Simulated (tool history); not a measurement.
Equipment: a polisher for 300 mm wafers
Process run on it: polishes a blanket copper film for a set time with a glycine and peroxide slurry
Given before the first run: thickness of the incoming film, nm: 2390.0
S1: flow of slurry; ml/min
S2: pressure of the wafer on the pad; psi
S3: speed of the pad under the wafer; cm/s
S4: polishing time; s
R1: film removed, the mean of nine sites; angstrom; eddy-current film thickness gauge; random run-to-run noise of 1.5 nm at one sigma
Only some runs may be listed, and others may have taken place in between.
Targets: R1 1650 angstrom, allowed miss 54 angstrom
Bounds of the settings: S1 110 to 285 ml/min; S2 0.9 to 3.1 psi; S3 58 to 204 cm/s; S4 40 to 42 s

run	hour	S1	S2	S3	S4	R1
1	0	180	2	130	40	2280.3
2	1.9	175	1.8	130	40	2093
3	6.2	175	1.8	158	40	2398.3
4	11.8	150	1.8	158	40	2366
5	16.7	150	2	158	40	2568.2
6	25.8	150	2	158	40	2565.1
7	34.8	145	1.7	156	40	2239.2
8	39.4	145	1.5	154	40	2043.1
9	43.6	145	1.3	154	40	1863.6
10	51.3	145	1.3	154	40	1865.3
11	52.3	145	1.2	154	40	1760.5

Exercise: of the 5 proposed moves below, exactly one satisfies all targets within the stated allowed misses. Which move is it?
A	53.3	155	1.1	142	42	?
B	53.3	155	1.3	148	42	?
C	53.3	125	1.3	152	40	?
D	53.3	170	1	148	40	?
E	53.3	130	1	188	40	?

move	R1
A	1660.6
B	1901.4
C	1764.2
D	1567.1
E	1780
A: all results land within tolerance of their targets
B: the biggest miss grows against the last run
C: about the same distance from the targets as the last run
D: carries the result that was furthest off beyond its target, to the other side
E: the biggest miss grows against the last run
The move that meets every target is A.

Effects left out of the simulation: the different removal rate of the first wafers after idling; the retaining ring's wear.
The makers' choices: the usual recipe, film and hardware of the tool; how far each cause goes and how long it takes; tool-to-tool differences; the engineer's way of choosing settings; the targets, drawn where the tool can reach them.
